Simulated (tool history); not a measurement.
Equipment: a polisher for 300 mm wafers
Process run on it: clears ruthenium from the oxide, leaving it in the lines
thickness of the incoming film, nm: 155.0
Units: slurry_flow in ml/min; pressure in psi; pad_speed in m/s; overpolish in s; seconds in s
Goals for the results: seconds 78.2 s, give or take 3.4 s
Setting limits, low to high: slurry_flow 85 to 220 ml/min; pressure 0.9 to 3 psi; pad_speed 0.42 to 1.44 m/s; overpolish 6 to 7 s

run,hour,slurry_flow,pressure,pad_speed,overpolish,seconds
1,0,140,1.9,0.92,7,131.74
2,1.8,140,1.9,0.84,7,140.77
3,7.2,140,1.5,0.84,7,173.43
4,10.8,145,1.8,0.86,7,145.05
5,14.9,150,2,0.86,7,132.23
6,20.2,150,2,0.74,7,145.66
7,24.2,150,2.2,0.76,7,132.43
8,25.5,150,2.4,0.8,7,118.43
9,32.4,155,2.5,0.84,7,105.55
10,33.6,160,2.6,0.84,7,102.04
11,36.7,160,2.6,0.84,7,104.06
12,41.6,160,2.7,0.86,7,96.545
13,49.1,170,3,0.9,7,83.346

Which of these 4 next moves meets every target?
A,56.6,180,3,0.86,7,?
B,56.6,170,2.9,0.92,6,?
C,56.6,190,2.8,0.88,7,?
D,56.6,170,3,0.96,7,?

move,seconds
A,86.712
B,84.771
C,89.54
D,78.809
A: its largest miss is bigger than the last run's
B: its largest miss is bigger than the last run's
C: its largest miss is bigger than the last run's
D: each result inside its tolerance
Correct choice: D, which meets every target
